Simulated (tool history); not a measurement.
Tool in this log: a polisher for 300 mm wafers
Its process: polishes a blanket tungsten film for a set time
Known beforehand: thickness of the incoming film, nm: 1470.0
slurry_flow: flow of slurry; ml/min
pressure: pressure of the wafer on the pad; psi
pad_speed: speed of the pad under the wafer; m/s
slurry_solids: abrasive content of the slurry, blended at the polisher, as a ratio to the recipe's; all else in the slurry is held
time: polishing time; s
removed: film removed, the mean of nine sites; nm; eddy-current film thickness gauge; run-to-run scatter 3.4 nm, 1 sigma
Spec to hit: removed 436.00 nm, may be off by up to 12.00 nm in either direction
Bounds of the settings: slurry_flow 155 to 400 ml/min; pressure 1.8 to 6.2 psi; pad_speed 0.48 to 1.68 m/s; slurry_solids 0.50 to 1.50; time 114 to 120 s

run,hour,slurry_flow,pressure,pad_speed,slurry_solids,time,removed
1,0.0,255,4.0,1.08,1.00,114,696.13
2,0.8,280,4.0,1.08,1.00,114,697.27
3,8.7,280,3.6,1.08,1.00,114,643.57
4,9.9,280,3.3,1.08,1.00,114,575.35
5,11.4,280,3.1,1.08,1.00,114,545.55
6,18.5,275,2.9,1.08,1.00,114,512.13
7,24.5,245,2.2,1.08,1.00,114,389.45
8,27.8,315,2.3,1.08,1.00,114,414.56

Which of these 4 next moves meets every target?
A,31.1,320,2.4,1.06,0.65,114,?
B,31.1,350,3.1,0.72,1.20,119,?
C,31.1,350,2.3,1.10,1.00,116,?
D,31.1,340,2.3,0.98,1.00,119,?

move,removed
A,399.22
B,406.99
C,434.86
D,398.05
A: further off than the last run
B: further off than the last run
C: each result inside its tolerance
D: further off than the last run
Move C is the one to make.
